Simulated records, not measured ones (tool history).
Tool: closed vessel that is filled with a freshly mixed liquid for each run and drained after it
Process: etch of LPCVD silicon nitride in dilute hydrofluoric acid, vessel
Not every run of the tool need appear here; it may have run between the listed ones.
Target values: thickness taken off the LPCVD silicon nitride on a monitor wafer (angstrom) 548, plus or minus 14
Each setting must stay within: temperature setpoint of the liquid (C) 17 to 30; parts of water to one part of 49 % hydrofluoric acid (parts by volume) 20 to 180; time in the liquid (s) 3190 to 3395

| run | hour | temperature setpoint of the liquid (C) | parts of water to one part of 49 % hydrofluoric acid (parts by volume) | time in the liquid (s) | thickness taken off the LPCVD silicon nitride on a monitor wafer (angstrom) |
|---|---|---|---|---|---|
| 1 | 0 | 22 | 100 | 3190 | 177.5 |
| 2 | 3.1 | 22 | 100 | 3190 | 176.77 |
| 3 | 9.2 | 22 | 100 | 3395 | 191.09 |
| 4 | 15.6 | 23.5 | 90 | 3395 | 230.84 |
| 5 | 21.6 | 23.5 | 120 | 3395 | 175.36 |
| 6 | 24.6 | 25 | 105 | 3395 | 219.2 |
| 7 | 31.7 | 26 | 90 | 3395 | 276.93 |
| 8 | 33.9 | 27 | 80 | 3395 | 327.81 |
| 9 | 41.1 | 30 | 45 | 3395 | 704.28 |
| 10 | 49.2 | 30 | 45 | 3395 | 689.7 |
| 11 | 53 | 29.5 | 45 | 3395 | 676.82 |
| 12 | 54.8 | 29 | 45 | 3395 | 657.17 |
| 13 | 62.2 | 28.5 | 45 | 3395 | 628.41 |
| 14 | 66.7 | 28 | 45 | 3395 | 619.68 |
| 15 | 73.7 | 27.5 | 45 | 3395 | 596.67 |
| 16 | 81.1 | 27.5 | 45 | 3395 | 599.07 |

Consider the 5 candidate settings below. Which is the only one whose results all fall within their allowed miss of target?
| A | 88.5 | 24 | 35 | 3250 | ? |
| B | 88.5 | 30 | 55 | 3395 | ? |
| C | 88.5 | 27.5 | 45 | 3330 | ? |
| D | 88.5 | 29.5 | 55 | 3305 | ? |
| E | 88.5 | 29 | 50 | 3345 | ? |

| move | thickness taken off the LPCVD silicon nitride on a monitor wafer (angstrom) |
|---|---|
| A | 577.93 |
| B | 576.3 |
| C | 585.57 |
| D | 543.24 |
| E | 584.92 |
A: nearer than the last run, and not there yet
B: nearer than the last run, and not there yet
C: nearer than the last run, and not there yet
D: meets every target
E: nearer than the last run, and not there yet
So the answer is move D, the one that meets all the targets.
